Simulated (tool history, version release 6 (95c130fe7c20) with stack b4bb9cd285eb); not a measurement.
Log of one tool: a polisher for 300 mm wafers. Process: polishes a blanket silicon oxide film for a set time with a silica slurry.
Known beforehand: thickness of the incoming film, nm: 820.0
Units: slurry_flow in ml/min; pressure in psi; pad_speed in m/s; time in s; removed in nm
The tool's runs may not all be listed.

{"run": 1, "hour": 0.0, "slurry_flow": 200, "pressure": 5.5, "pad_speed": 1.5, "slurry_solids": 1.0, "time": 56, "removed": 318.66}
{"run": 2, "hour": 0.8, "slurry_flow": 200, "pressure": 4.2, "pad_speed": 1.5, "slurry_solids": 1.0, "time": 56, "removed": 272.25}
{"run": 3, "hour": 2.5, "slurry_flow": 200, "pressure": 4.2, "pad_speed": 1.5, "slurry_solids": 1.0, "time": 56, "removed": 274.14}
{"run": 4, "hour": 5.4, "slurry_flow": 200, "pressure": 3.9, "pad_speed": 1.38, "slurry_solids": 1.0, "time": 56, "removed": 244.79}
{"run": 5, "hour": 12.6, "slurry_flow": 245, "pressure": 3.9, "pad_speed": 1.38, "slurry_solids": 1.0, "time": 56, "removed": 250.59}
{"run": 6, "hour": 19.5, "slurry_flow": 245, "pressure": 3.9, "pad_speed": 1.38, "slurry_solids": 0.8, "time": 56, "removed": 221.52}
{"run": 7, "hour": 20.9, "slurry_flow": 245, "pressure": 3.6, "pad_speed": 1.32, "slurry_solids": 0.8, "time": 56, "removed": 201.77}

Run 8, settings as shown, results not yet in. Your forecast:
{"run": 8, "hour": 25.4, "slurry_flow": 245, "pressure": 3.4, "pad_speed": 1.28, "slurry_solids": 0.8, "time": 56, "removed": "?"}

removed: 192.42 nm

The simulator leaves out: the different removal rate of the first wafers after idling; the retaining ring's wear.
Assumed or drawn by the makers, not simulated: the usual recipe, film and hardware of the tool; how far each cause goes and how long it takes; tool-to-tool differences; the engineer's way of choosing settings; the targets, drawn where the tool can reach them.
